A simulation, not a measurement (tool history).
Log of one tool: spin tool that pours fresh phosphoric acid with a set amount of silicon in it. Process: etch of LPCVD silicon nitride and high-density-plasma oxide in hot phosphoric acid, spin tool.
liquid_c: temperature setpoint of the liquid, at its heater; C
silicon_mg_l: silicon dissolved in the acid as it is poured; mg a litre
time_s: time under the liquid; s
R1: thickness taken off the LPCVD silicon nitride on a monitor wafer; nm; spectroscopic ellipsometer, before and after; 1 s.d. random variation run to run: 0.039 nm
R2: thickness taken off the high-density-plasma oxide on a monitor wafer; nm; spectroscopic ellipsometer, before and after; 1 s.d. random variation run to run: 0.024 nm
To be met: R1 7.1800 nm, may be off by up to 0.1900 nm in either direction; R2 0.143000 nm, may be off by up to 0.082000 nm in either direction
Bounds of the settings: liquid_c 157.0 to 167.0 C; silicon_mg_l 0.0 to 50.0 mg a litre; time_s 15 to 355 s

Run 1, hour 0.0: liquid_c 162.0 C, silicon_mg_l 27.0 mg a litre, time_s 180 s. Result: R1 14.3020 nm, R2 0.287700 nm.
Run 2, hour 4.2: liquid_c 162.0 C, silicon_mg_l 27.0 mg a litre, time_s 140 s. Result: R1 11.2270 nm, R2 0.157100 nm.
Run 3, hour 10.5: liquid_c 161.5 C, silicon_mg_l 23.5 mg a litre, time_s 130 s. Result: R1 10.2930 nm, R2 0.213640 nm.
Run 4, hour 14.6: liquid_c 161.5 C, silicon_mg_l 13.5 mg a litre, time_s 130 s. Result: R1 10.1480 nm, R2 0.324230 nm.
Run 5, hour 15.9: liquid_c 161.5 C, silicon_mg_l 4.5 mg a litre, time_s 130 s. Result: R1 10.2890 nm, R2 0.298130 nm.
Run 6, hour 24.4: liquid_c 161.5 C, silicon_mg_l 11.0 mg a litre, time_s 130 s. Result: R1 10.1780 nm, R2 0.207670 nm.
Run 7, hour 25.6: liquid_c 161.0 C, silicon_mg_l 11.0 mg a litre, time_s 125 s. Result: R1 9.7394 nm, R2 0.215740 nm.
Run 8, hour 34.2: liquid_c 160.5 C, silicon_mg_l 9.5 mg a litre, time_s 120 s. Result: R1 9.0032 nm, R2 0.217560 nm.
Run 9, hour 42.2: liquid_c 160.0 C, silicon_mg_l 9.5 mg a litre, time_s 120 s. Result: R1 9.0377 nm, R2 0.234280 nm.
Run 10, hour 51.1: liquid_c 159.5 C, silicon_mg_l 11.0 mg a litre, time_s 115 s. Result: R1 8.5103 nm, R2 0.175400 nm.
Run 11, hour 56.8: liquid_c 159.5 C, silicon_mg_l 11.0 mg a litre, time_s 115 s. Result: R1 8.4017 nm, R2 0.194990 nm.
Run 12, hour 64.8: liquid_c 159.0 C, silicon_mg_l 11.5 mg a litre, time_s 115 s. Result: R1 8.3824 nm, R2 0.270200 nm.
Run 13, hour 66.4: liquid_c 159.0 C, silicon_mg_l 28.5 mg a litre, time_s 80 s. Result: R1 5.8147 nm, R2 0.096005 nm.
Run 14, hour 70.2: liquid_c 159.5 C, silicon_mg_l 26.5 mg a litre, time_s 80 s. Result: R1 5.9080 nm, R2 0.112070 nm.
Run 15, hour 75.5: liquid_c 160.0 C, silicon_mg_l 25.5 mg a litre, time_s 80 s. Result: R1 5.9994 nm, R2 0.080580 nm.
Run 16, hour 78.2: liquid_c 161.0 C, silicon_mg_l 8.5 mg a litre, time_s 115 s. Result: R1 8.9603 nm, R2 0.293440 nm.
Run 17, hour 84.6: liquid_c 160.5 C, silicon_mg_l 9.5 mg a litre, time_s 115 s. Result: R1 8.8492 nm, R2 0.202910 nm.
Run 18, hour 88.0: liquid_c 160.0 C, silicon_mg_l 11.5 mg a litre, time_s 115 s. Result: R1 8.6775 nm, R2 0.229250 nm.
Run 19, hour 93.3: liquid_c 159.5 C, silicon_mg_l 14.0 mg a litre, time_s 115 s. Result: R1 8.4017 nm, R2 0.146650 nm.
Run 20, hour 99.1: liquid_c 159.5 C, silicon_mg_l 14.0 mg a litre, time_s 110 s. Result: R1 8.1471 nm, R2 0.170030 nm.
Run 21, hour 101.0: liquid_c 157.5 C, silicon_mg_l 13.5 mg a litre, time_s 95 s. Result: R1 6.5673 nm, R2 0.160570 nm.
Run 22, hour 109.1: liquid_c 158.0 C, silicon_mg_l 14.0 mg a litre, time_s 95 s. Result: R1 6.6297 nm, R2 0.103380 nm.
Run 23, hour 116.1: liquid_c 158.0 C, silicon_mg_l 13.5 mg a litre, time_s 95 s. Result: R1 6.7070 nm, R2 0.148270 nm.
Run 24, hour 116.9: liquid_c 158.0 C, silicon_mg_l 14.0 mg a litre, time_s 95 s. Result: R1 6.6787 nm, R2 0.112900 nm.

5 next moves are on the table. One of them brings every result within its allowed miss. Which?
Run A, hour 117.7: liquid_c 158.0 C, silicon_mg_l 3.5 mg a litre, time_s 90 s. Result: R1 ?, R2 ?.
Run B, hour 117.7: liquid_c 158.5 C, silicon_mg_l 16.5 mg a litre, time_s 100 s. Result: R1 ?, R2 ?.
Run C, hour 117.7: liquid_c 158.0 C, silicon_mg_l 17.5 mg a litre, time_s 90 s. Result: R1 ?, R2 ?.
Run D, hour 117.7: liquid_c 157.0 C, silicon_mg_l 35.0 mg a litre, time_s 90 s. Result: R1 ?, R2 ?.
Run E, hour 117.7: liquid_c 157.0 C, silicon_mg_l 18.5 mg a litre, time_s 115 s. Result: R1 ?, R2 ?.

move      R1        R2
   A  6.3684  0.148710
   B  7.1968  0.128230
   C  6.3684  0.108280
   D  6.1557  0.053581
   E  7.8656  0.124950
A: the biggest miss grows against the last run
B: all results in spec
C: the biggest miss grows against the last run
D: the biggest miss grows against the last run
E: moves the result that the last run missed by most past its target, out the other side
Go with B: it meets all targets.

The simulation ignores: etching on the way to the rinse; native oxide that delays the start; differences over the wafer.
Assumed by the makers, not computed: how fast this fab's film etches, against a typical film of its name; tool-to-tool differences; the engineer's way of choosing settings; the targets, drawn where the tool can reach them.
